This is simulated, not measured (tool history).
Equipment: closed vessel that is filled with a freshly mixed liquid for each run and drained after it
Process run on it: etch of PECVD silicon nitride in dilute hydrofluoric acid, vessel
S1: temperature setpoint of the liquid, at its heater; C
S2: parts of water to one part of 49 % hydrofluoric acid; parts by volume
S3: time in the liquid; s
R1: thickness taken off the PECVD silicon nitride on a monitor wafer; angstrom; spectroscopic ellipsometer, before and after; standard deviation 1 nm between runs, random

{"run": 1, "hour": 0.0, "S1": 26, "S2": 65, "S3": 415, "R1": 423.15}
{"run": 2, "hour": 2.2, "S1": 26, "S2": 80, "S3": 415, "R1": 352.3}
{"run": 3, "hour": 6.1, "S1": 26, "S2": 90, "S3": 415, "R1": 313.9}
{"run": 4, "hour": 8.1, "S1": 26, "S2": 70, "S3": 415, "R1": 395.76}
{"run": 5, "hour": 17.2, "S1": 24, "S2": 70, "S3": 415, "R1": 346.9}
{"run": 6, "hour": 23.6, "S1": 26, "S2": 60, "S3": 415, "R1": 461.54}
{"run": 7, "hour": 30.6, "S1": 30, "S2": 35, "S3": 420, "R1": 1029}

Forecast run 8:
{"run": 8, "hour": 39.3, "S1": 30.5, "S2": 35, "S3": 420, "R1": "?"}

Run 8 produced R1 1065.4 angstrom.

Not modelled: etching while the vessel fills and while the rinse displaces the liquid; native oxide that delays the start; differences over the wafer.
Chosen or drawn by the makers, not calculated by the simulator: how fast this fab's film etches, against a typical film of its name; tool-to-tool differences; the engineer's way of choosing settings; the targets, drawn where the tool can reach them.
